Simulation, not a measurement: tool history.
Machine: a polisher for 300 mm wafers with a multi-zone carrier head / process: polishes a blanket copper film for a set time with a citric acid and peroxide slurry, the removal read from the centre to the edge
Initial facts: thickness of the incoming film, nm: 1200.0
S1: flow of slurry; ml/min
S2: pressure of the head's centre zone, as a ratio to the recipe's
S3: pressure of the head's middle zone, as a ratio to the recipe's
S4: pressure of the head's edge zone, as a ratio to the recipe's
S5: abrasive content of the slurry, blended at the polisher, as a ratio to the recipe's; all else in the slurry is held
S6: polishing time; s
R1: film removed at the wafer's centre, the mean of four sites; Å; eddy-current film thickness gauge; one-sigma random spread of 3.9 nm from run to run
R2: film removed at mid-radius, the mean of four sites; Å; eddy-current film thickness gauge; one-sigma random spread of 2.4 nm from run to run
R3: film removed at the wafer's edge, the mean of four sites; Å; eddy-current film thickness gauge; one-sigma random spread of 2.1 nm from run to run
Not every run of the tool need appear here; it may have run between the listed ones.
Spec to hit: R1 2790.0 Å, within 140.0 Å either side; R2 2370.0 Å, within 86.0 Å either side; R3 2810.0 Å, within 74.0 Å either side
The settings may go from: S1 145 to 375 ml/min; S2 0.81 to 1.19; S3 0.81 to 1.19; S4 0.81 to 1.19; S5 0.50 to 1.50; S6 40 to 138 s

run 1 hour=0.0 | S1=240 S2=1.00 S3=1.00 S4=1.00 S5=1.00 S6=88 | R1=2102.8 R2=1908.9 R3=1967.7
run 2 hour=3.0 | S1=240 S2=1.00 S3=1.00 S4=1.00 S5=1.15 S6=88 | R1=2148.1 R2=1972.0 R3=2066.2
run 3 hour=8.5 | S1=240 S2=1.00 S3=1.00 S4=1.00 S5=1.35 S6=88 | R1=2217.9 R2=2077.9 R3=2118.0
run 4 hour=14.1 | S1=240 S2=1.00 S3=1.00 S4=1.00 S5=1.20 S6=88 | R1=2138.5 R2=2042.0 R3=2083.1
run 5 hour=17.6 | S1=245 S2=1.01 S3=0.99 S4=1.02 S5=1.25 S6=89 | R1=2210.1 R2=2081.2 R3=2144.6
run 6 hour=18.4 | S1=245 S2=1.02 S3=0.97 S4=1.04 S5=1.30 S6=90 | R1=2339.2 R2=2093.4 R3=2179.0
run 7 hour=24.6 | S1=245 S2=1.01 S3=0.95 S4=1.05 S5=1.30 S6=92 | R1=2308.4 R2=2071.5 R3=2268.5
run 8 hour=27.6 | S1=250 S2=1.01 S3=0.94 S4=1.06 S5=1.30 S6=93 | R1=2440.6 R2=2112.5 R3=2311.4
run 9 hour=31.0 | S1=260 S2=0.93 S3=0.89 S4=1.16 S5=1.50 S6=102 | R1=2508.4 R2=2263.5 R3=2766.7
run 10 hour=36.2 | S1=265 S2=0.94 S3=0.89 S4=1.16 S5=1.50 S6=102 | R1=2584.6 R2=2264.8 R3=2756.4

Which of these 4 next moves meets every target?
run A hour=41.4 | S1=310 S2=0.99 S3=0.90 S4=1.00 S5=1.50 S6=111 | R1=? R2=? R3=?
run B hour=41.4 | S1=275 S2=0.87 S3=0.85 S4=1.15 S5=1.45 S6=103 | R1=? R2=? R3=?
run C hour=41.4 | S1=315 S2=1.10 S3=0.85 S4=1.12 S5=1.50 S6=104 | R1=? R2=? R3=?
run D hour=41.4 | S1=195 S2=1.02 S3=0.91 S4=1.15 S5=1.50 S6=107 | R1=? R2=? R3=?

move=A R1=2984.4 R2=2574.0 R3=2832.0
move=B R1=2436.1 R2=2235.7 R3=2772.9
move=C R1=3060.8 R2=2301.9 R3=2811.7
move=D R1=2808.6 R2=2395.0 R3=2831.0
A: carries the result that was furthest off beyond its target, to the other side
B: lands further from the targets than the last run did
C: carries the result that was furthest off beyond its target, to the other side
D: every result lands within tolerance
Go with D: it meets all targets.

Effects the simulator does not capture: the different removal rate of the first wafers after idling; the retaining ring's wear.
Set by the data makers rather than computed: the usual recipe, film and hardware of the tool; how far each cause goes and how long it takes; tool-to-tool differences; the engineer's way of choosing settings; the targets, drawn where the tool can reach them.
